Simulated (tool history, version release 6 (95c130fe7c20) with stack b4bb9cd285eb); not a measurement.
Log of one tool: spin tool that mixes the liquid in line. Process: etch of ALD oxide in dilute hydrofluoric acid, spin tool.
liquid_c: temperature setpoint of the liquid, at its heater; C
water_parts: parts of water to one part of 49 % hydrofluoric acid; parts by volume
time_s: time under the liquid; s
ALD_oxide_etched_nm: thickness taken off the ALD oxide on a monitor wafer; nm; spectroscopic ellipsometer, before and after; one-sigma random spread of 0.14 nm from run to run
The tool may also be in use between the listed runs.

run	hour	liquid_c	water_parts	time_s	ALD_oxide_etched_nm
1	0	25	230	270	21.918
2	1.5	25	155	270	35.606
3	7.8	23	170	270	29.333
4	10.3	23	105	270	51.252
5	18.2	21.5	135	270	36.466
6	22.8	20	135	270	33.921
7	30.2	17	225	270	16.699

Run 8 has not been measured yet. What should we expect?
8	38	18	225	270	?

{"run 8": {"ALD_oxide_etched_nm": 17.45}}
